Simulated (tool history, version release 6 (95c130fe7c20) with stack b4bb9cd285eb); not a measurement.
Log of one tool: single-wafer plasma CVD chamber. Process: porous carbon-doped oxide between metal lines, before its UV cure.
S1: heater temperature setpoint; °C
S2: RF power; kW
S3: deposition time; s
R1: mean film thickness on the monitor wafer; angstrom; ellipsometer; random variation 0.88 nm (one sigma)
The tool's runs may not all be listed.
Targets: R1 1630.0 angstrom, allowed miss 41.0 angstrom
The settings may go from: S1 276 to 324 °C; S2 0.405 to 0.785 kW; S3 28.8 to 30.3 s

run 1 hour=0.0 | S1=300 S2=0.595 S3=30.3 | R1=1850.2
run 2 hour=4.5 | S1=310 S2=0.595 S3=30.3 | R1=1719.3
run 3 hour=8.2 | S1=300 S2=0.595 S3=30.3 | R1=1834.0
run 4 hour=13.9 | S1=300 S2=0.595 S3=30.3 | R1=1828.4
run 5 hour=20.3 | S1=304 S2=0.585 S3=30.3 | R1=1754.4
run 6 hour=27.4 | S1=306 S2=0.580 S3=30.3 | R1=1727.3
run 7 hour=30.4 | S1=308 S2=0.575 S3=30.3 | R1=1700.7
run 8 hour=36.8 | S1=309 S2=0.570 S3=30.3 | R1=1684.2

Which of these 5 next moves meets every target?
run A hour=43.2 | S1=307 S2=0.610 S3=30.3 | R1=?
run B hour=43.2 | S1=313 S2=0.640 S3=30.3 | R1=?
run C hour=43.2 | S1=302 S2=0.550 S3=28.8 | R1=?
run D hour=43.2 | S1=316 S2=0.620 S3=30.3 | R1=?
run E hour=43.2 | S1=307 S2=0.625 S3=30.3 | R1=?

move=A R1=1784.6
move=B R1=1771.7
move=C R1=1647.4
move=D R1=1707.5
move=E R1=1811.0
A: further off than the last run
B: further off than the last run
C: meets every target
D: further off than the last run
E: further off than the last run
Answer: C
